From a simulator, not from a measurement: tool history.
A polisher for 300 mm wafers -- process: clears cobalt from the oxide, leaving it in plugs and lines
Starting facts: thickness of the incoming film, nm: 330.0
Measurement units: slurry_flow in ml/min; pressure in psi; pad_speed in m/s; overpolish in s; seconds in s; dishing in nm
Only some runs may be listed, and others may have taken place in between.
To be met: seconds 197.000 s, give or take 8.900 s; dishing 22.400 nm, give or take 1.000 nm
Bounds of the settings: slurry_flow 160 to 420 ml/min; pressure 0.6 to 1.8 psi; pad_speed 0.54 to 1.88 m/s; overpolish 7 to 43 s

{"run": 1, "hour": 0.0, "slurry_flow": 270, "pressure": 1.2, "pad_speed": 1.2, "overpolish": 22, "seconds": 114.01, "dishing": 22.823}
{"run": 2, "hour": 7.6, "slurry_flow": 270, "pressure": 1.1, "pad_speed": 1.2, "overpolish": 23, "seconds": 122.16, "dishing": 22.528}
{"run": 3, "hour": 8.9, "slurry_flow": 270, "pressure": 1.1, "pad_speed": 1.06, "overpolish": 23, "seconds": 135.88, "dishing": 21.967}
{"run": 4, "hour": 12.5, "slurry_flow": 315, "pressure": 1.1, "pad_speed": 1.06, "overpolish": 23, "seconds": 135.81, "dishing": 22.579}
{"run": 5, "hour": 17.5, "slurry_flow": 315, "pressure": 1.1, "pad_speed": 1.3, "overpolish": 23, "seconds": 111.89, "dishing": 22.676}
{"run": 6, "hour": 21.1, "slurry_flow": 315, "pressure": 1.4, "pad_speed": 1.3, "overpolish": 23, "seconds": 92.141, "dishing": 23.249}
{"run": 7, "hour": 21.9, "slurry_flow": 315, "pressure": 1.3, "pad_speed": 1.26, "overpolish": 24, "seconds": 101.99, "dishing": 23.25}
{"run": 8, "hour": 22.9, "slurry_flow": 315, "pressure": 1.2, "pad_speed": 1.22, "overpolish": 25, "seconds": 110.75, "dishing": 23.21}
{"run": 9, "hour": 27.0, "slurry_flow": 315, "pressure": 1.1, "pad_speed": 1.2, "overpolish": 25, "seconds": 120.61, "dishing": 23.182}
{"run": 10, "hour": 30.5, "slurry_flow": 315, "pressure": 1.1, "pad_speed": 1.18, "overpolish": 25, "seconds": 118.71, "dishing": 23.47}
{"run": 11, "hour": 31.9, "slurry_flow": 315, "pressure": 1.1, "pad_speed": 1.16, "overpolish": 25, "seconds": 125.47, "dishing": 23.579}
{"run": 12, "hour": 35.5, "slurry_flow": 315, "pressure": 1.1, "pad_speed": 1.14, "overpolish": 25, "seconds": 126.56, "dishing": 23.328}
{"run": 13, "hour": 40.3, "slurry_flow": 315, "pressure": 1.1, "pad_speed": 1.12, "overpolish": 25, "seconds": 130.59, "dishing": 22.941}
{"run": 14, "hour": 45.2, "slurry_flow": 315, "pressure": 1.1, "pad_speed": 1.1, "overpolish": 25, "seconds": 130.68, "dishing": 22.502}
{"run": 15, "hour": 52.2, "slurry_flow": 315, "pressure": 1.1, "pad_speed": 1.08, "overpolish": 26, "seconds": 132.16, "dishing": 22.338}
{"run": 16, "hour": 59.6, "slurry_flow": 315, "pressure": 0.8, "pad_speed": 1.04, "overpolish": 36, "seconds": 169.45, "dishing": 22.953}

4 next moves are on the table. One of them brings every result within its allowed miss. Which?
{"run": "A", "hour": 67.0, "slurry_flow": 270, "pressure": 1.0, "pad_speed": 0.98, "overpolish": 26, "seconds": "?", "dishing": "?"}
{"run": "B", "hour": 67.0, "slurry_flow": 315, "pressure": 1.3, "pad_speed": 0.62, "overpolish": 33, "seconds": "?", "dishing": "?"}
{"run": "C", "hour": 67.0, "slurry_flow": 300, "pressure": 0.7, "pad_speed": 1.08, "overpolish": 30, "seconds": "?", "dishing": "?"}
{"run": "D", "hour": 67.0, "slurry_flow": 290, "pressure": 0.7, "pad_speed": 1.36, "overpolish": 29, "seconds": "?", "dishing": "?"}

move=A seconds=156.500 dishing=22.409
move=B seconds=198.120 dishing=22.573
move=C seconds=177.270 dishing=22.584
move=D seconds=142.200 dishing=23.299
A: misses by more than the last run did
B: every result within its allowed miss
C: gains on the last run, yet a result remains outside its allowed miss
D: misses by more than the last run did
B is the move that brings every result within its allowed miss.
